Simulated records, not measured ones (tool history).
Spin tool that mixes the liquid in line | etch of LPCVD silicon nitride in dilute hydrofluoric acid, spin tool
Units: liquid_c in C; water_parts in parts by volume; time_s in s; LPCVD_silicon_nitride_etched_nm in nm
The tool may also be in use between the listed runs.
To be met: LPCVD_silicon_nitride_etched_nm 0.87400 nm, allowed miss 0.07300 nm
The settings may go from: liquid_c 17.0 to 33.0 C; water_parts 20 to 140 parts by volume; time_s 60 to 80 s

run,hour,liquid_c,water_parts,time_s,LPCVD_silicon_nitride_etched_nm
1,0.0,25.0,75,80,0.50501
2,4.6,26.0,75,80,0.54276
3,7.2,27.0,75,80,0.57850
4,11.1,30.5,75,80,0.71772
5,19.8,30.5,75,60,0.53686
6,21.0,30.5,75,80,0.71310
7,23.6,30.5,75,80,0.73305
8,25.0,31.0,75,80,0.72712
9,32.3,31.5,75,80,0.76764
10,39.9,32.0,75,80,0.79213

Which of these 5 next moves meets every target?
A,47.5,32.0,55,65,?
B,47.5,29.5,45,75,?
C,47.5,29.5,45,80,?
D,47.5,32.5,60,80,?
E,47.5,33.0,60,75,?

move,LPCVD_silicon_nitride_etched_nm
A,0.88553
B,1.06180
C,1.13260
D,1.03130
E,0.99768
A: meets every target
B: takes the result that was furthest off past its target
C: takes the result that was furthest off past its target
D: takes the result that was furthest off past its target
E: takes the result that was furthest off past its target
Answer: A
